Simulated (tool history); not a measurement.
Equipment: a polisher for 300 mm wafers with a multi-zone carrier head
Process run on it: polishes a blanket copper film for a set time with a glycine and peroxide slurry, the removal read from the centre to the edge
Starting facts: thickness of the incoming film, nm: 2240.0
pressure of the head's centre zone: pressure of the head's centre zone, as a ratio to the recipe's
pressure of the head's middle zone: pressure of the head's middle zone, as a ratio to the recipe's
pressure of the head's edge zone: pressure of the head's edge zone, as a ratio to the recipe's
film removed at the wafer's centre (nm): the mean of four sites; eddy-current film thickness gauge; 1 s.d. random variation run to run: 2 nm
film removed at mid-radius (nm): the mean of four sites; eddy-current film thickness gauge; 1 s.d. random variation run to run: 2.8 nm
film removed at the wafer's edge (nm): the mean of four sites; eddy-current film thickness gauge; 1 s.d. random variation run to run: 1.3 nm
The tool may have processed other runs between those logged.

run    day  flow of slurry (ml/min)  pressure of the head's centre zone  pressure of the head's middle zone  pressure of the head's edge zone  polishing time (s)  film removed at the wafer's centre (nm)  film removed at mid-radius (nm)  film removed at the wafer's edge (nm)
  1  0.000                      230                                1.00                                1.00                              1.00                  49                                   297.32                           294.12                                 298.77
  2  0.375                      225                                0.99                                1.00                              0.97                  45                                   269.81                           264.39                                 273.29
  3  0.488                      270                                0.99                                1.00                              0.97                  45                                   273.34                           280.43                                 277.97
  4  0.512                      265                                0.99                                1.01                              0.94                  42                                   263.20                           258.09                                 257.27
  5  0.542                      265                                0.97                                1.03                              0.92                  40                                   244.36                           250.50                                 243.03
  6  0.696                      240                                0.97                                1.03                              0.92                  40                                   244.79                           249.68                                 237.98
  7  0.933                      230                                0.95                                1.02                              0.90                  39                                   225.47                           240.42                                 229.80
  8  1.258                      220                                0.95                                1.01                              0.88                  38                                   225.86                           226.23                                 221.09
  9  1.425                      210                                0.94                                1.01                              0.86                  37                                   212.43                           220.58                                 212.68
 10  1.700                      200                                0.94                                1.01                              0.85                  37                                   214.28                           224.48                                 208.76

Run 11 comes next. What will it give?
 11  2.000                      195                                0.93                                1.00                              0.84                  37                                        ?                                ?                                      ?

film removed at the wafer's centre (nm): 209.10
film removed at mid-radius (nm): 219.53
film removed at the wafer's edge (nm): 206.86
